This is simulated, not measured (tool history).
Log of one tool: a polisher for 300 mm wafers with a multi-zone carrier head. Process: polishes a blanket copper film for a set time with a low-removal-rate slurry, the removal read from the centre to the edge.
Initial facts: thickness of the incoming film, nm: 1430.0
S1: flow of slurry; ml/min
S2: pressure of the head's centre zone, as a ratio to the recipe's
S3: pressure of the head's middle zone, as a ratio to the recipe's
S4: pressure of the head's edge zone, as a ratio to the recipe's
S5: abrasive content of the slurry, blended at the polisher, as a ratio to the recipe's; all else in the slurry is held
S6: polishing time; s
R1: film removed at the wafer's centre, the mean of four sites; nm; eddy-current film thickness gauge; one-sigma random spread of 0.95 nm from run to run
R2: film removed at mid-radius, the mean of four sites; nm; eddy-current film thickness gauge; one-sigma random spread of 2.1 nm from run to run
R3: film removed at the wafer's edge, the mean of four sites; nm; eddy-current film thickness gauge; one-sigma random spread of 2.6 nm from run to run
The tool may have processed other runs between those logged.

run,hour,S1,S2,S3,S4,S5,S6,R1,R2,R3
1,0.0,230,1.00,1.00,1.00,1.00,57,136.56,137.52,134.35
2,3.6,230,1.00,0.92,1.00,1.00,57,134.77,128.06,135.57
3,9.6,230,1.00,0.84,1.00,1.00,57,135.76,116.46,136.95
4,11.4,235,0.99,0.86,1.02,1.10,58,141.14,126.11,145.42
5,13.4,180,0.99,0.86,1.02,1.10,58,135.13,119.19,138.56
6,17.2,180,0.99,0.86,1.02,0.90,58,129.15,111.22,131.39
7,19.1,200,0.99,0.88,1.04,0.95,58,132.42,121.32,136.33
8,21.2,215,0.99,0.88,1.06,1.00,58,137.14,122.32,139.01
9,22.3,225,0.97,0.88,1.07,1.10,58,136.84,126.27,148.38
10,24.5,225,0.97,0.88,1.07,1.10,58,135.52,126.19,145.14
11,33.1,240,0.97,0.89,1.08,1.15,58,139.50,131.11,152.23
12,37.6,250,0.97,0.90,1.09,1.20,58,144.02,132.47,149.39

Estimate the outcome of run 13 from the log above:
13,45.7,255,0.96,0.91,1.09,1.25,59,?,?,?

{"run 13": {"R1": 144.53, "R2": 139.12, "R3": 152.75}}
